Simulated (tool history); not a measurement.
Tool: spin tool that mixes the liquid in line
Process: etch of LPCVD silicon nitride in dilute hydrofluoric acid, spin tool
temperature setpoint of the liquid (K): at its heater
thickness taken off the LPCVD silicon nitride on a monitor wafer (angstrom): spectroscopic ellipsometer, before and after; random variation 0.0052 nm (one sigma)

| run | hour | temperature setpoint of the liquid (K) | parts of water to one part of 49 % hydrofluoric acid (parts by volume) | time under the liquid (s) | thickness taken off the LPCVD silicon nitride on a monitor wafer (angstrom) |
|---|---|---|---|---|---|
| 1 | 0 | 294.15 | 55 | 50 | 3.2011 |
| 2 | 8 | 294.15 | 55 | 50 | 3.1406 |
| 3 | 13.5 | 294.15 | 40 | 50 | 4.1076 |
| 4 | 18.7 | 294.15 | 40 | 25 | 2.0417 |
| 5 | 20.3 | 294.15 | 20 | 25 | 4.0259 |
| 6 | 25.7 | 293.65 | 25 | 25 | 3.4163 |
| 7 | 29.3 | 293.15 | 30 | 25 | 2.6524 |
| 8 | 38.2 | 292.65 | 30 | 25 | 2.6015 |
| 9 | 42 | 292.15 | 30 | 25 | 2.4851 |
| 10 | 45.3 | 291.65 | 30 | 25 | 2.3192 |

Run 11 comes next. What will it give?
| 11 | 48.3 | 290.15 | 45 | 25 | ? |

{"run 11": {"thickness taken off the LPCVD silicon nitride on a monitor wafer (angstrom)": 1.4681}}
